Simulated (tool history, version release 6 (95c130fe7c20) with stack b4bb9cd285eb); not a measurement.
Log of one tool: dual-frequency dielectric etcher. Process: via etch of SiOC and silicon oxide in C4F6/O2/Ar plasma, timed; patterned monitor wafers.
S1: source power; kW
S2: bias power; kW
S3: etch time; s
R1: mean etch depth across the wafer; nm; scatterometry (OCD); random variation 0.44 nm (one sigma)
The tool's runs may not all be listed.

{"run": 1, "hour": 0.0, "S1": 0.37, "S2": 0.179, "S3": 87.0, "R1": 93.321}
{"run": 2, "hour": 8.4, "S1": 0.37, "S2": 0.158, "S3": 87.0, "R1": 88.243}
{"run": 3, "hour": 14.5, "S1": 0.4, "S2": 0.158, "S3": 87.0, "R1": 92.411}
{"run": 4, "hour": 21.4, "S1": 0.38, "S2": 0.155, "S3": 87.0, "R1": 88.384}
{"run": 5, "hour": 26.3, "S1": 0.44, "S2": 0.155, "S3": 87.0, "R1": 95.783}
{"run": 6, "hour": 33.2, "S1": 0.41, "S2": 0.151, "S3": 87.0, "R1": 90.631}
{"run": 7, "hour": 38.7, "S1": 0.39, "S2": 0.149, "S3": 87.0, "R1": 88.392}

Run 8 comes next. What will it give?
{"run": 8, "hour": 44.7, "S1": 0.38, "S2": 0.148, "S3": 87.0, "R1": "?"}

Run 8 gave R1 87.200 nm.
